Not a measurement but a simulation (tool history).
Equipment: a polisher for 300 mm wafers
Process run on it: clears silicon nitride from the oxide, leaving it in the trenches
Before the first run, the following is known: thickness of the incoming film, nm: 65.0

| run | day | flow of slurry (ml/min) | pressure of the wafer on the pad (kPa) | speed of the pad under the wafer (cm/s) | overpolish time after the end point (s) | time until the end point was called (s) |
|---|---|---|---|---|---|---|
| 1 | 0.000 | 165 | 11.7 | 86 | 7 | 134.14 |
| 2 | 0.308 | 165 | 11.0 | 86 | 7 | 142.88 |
| 3 | 0.679 | 185 | 11.0 | 86 | 7 | 136.04 |
| 4 | 0.725 | 205 | 11.0 | 86 | 7 | 135.22 |
| 5 | 1.000 | 200 | 10.3 | 86 | 7 | 145.29 |
| 6 | 1.083 | 195 | 10.3 | 86 | 7 | 147.82 |
| 7 | 1.350 | 190 | 10.3 | 86 | 7 | 147.36 |
| 8 | 1.412 | 185 | 10.3 | 86 | 7 | 149.43 |
| 9 | 1.571 | 185 | 10.3 | 86 | 7 | 147.61 |
| 10 | 1.729 | 180 | 10.3 | 86 | 7 | 146.98 |
| 11 | 2.017 | 180 | 9.7 | 86 | 7 | 158.32 |

Run 12, settings as shown, results not yet in. Your forecast:
| 12 | 2.096 | 175 | 9.7 | 86 | 7 | ? |

time until the end point was called (s): 158.81

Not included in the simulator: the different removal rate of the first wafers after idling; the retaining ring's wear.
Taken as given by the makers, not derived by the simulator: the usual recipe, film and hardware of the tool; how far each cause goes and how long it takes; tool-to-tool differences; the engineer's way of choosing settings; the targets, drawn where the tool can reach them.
